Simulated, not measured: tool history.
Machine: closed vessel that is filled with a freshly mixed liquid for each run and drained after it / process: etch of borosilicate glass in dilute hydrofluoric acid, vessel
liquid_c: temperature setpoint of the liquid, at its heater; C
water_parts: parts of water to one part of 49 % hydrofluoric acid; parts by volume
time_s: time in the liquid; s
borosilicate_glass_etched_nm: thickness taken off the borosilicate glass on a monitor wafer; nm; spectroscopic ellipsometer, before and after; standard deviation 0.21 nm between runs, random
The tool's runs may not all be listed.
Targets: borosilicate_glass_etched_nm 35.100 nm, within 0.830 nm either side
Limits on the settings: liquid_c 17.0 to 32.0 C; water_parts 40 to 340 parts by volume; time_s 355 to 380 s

run,day,liquid_c,water_parts,time_s,borosilicate_glass_etched_nm
1,0.000,24.0,190,355,46.966
2,0.104,22.5,190,355,43.753
3,0.458,22.5,135,355,65.313
4,0.692,21.5,150,355,55.595
5,1.075,21.5,85,355,106.460
6,1.367,20.5,110,355,76.684
7,1.583,19.5,125,355,64.015
8,1.754,19.0,140,355,55.287
9,1.946,18.5,150,355,49.979
10,2.075,18.0,160,355,45.141
11,2.292,18.0,165,355,43.666
12,2.354,18.0,165,355,43.519
13,2.700,17.0,200,355,33.341

Which of these 5 next moves meets every target?
A,3.046,19.0,205,365,?
B,3.046,18.5,200,370,?
C,3.046,19.0,205,355,?
D,3.046,17.0,185,365,?
E,3.046,17.0,190,375,?

move,borosilicate_glass_etched_nm
A,36.576
B,37.423
C,35.574
D,38.068
E,37.919
A: takes the biggest miss from the last run beyond its target
B: takes the biggest miss from the last run beyond its target
C: in spec on every target
D: takes the biggest miss from the last run beyond its target
E: takes the biggest miss from the last run beyond its target
Go with C: it meets all targets.
